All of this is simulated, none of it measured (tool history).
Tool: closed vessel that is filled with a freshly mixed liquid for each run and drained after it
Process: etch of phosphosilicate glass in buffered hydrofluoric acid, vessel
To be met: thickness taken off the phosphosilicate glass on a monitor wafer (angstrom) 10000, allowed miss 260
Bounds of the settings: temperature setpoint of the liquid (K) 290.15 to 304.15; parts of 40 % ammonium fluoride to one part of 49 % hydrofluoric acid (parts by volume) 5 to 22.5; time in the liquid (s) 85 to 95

| run | hour | temperature setpoint of the liquid (K) | parts of 40 % ammonium fluoride to one part of 49 % hydrofluoric acid (parts by volume) | time in the liquid (s) | thickness taken off the phosphosilicate glass on a monitor wafer (angstrom) |
|---|---|---|---|---|---|
| 1 | 0 | 296.15 | 13.5 | 85 | 6421.9 |
| 2 | 4 | 297.15 | 13.5 | 85 | 6817.2 |
| 3 | 12.4 | 293.65 | 13.5 | 85 | 5636.7 |
| 4 | 16.1 | 292.15 | 13.5 | 85 | 5116.8 |
| 5 | 21.4 | 292.15 | 11 | 85 | 6211.9 |
| 6 | 29.3 | 292.15 | 9.5 | 85 | 7145.9 |
| 7 | 35.2 | 292.65 | 9.5 | 85 | 7347.8 |
| 8 | 38.9 | 293.15 | 9.5 | 85 | 7607.6 |
| 9 | 43.4 | 293.65 | 9.5 | 85 | 7848.6 |
| 10 | 49.8 | 297.65 | 9.5 | 85 | 9618.3 |

4 next moves are on the table. One of them brings every result within its allowed miss. Which?
| A | 56.2 | 296.15 | 10.5 | 90 | ? |
| B | 56.2 | 298.65 | 9 | 85 | ? |
| C | 56.2 | 298.65 | 10.5 | 90 | ? |
| D | 56.2 | 295.15 | 10 | 95 | ? |

| move | thickness taken off the phosphosilicate glass on a monitor wafer (angstrom) |
|---|---|
| A | 8717.7 |
| B | 10549 |
| C | 9969.7 |
| D | 9139.4 |
A: further off than the last run
B: takes the result that was furthest off past its target
C: meets every target
D: further off than the last run
Move C is the one to make.
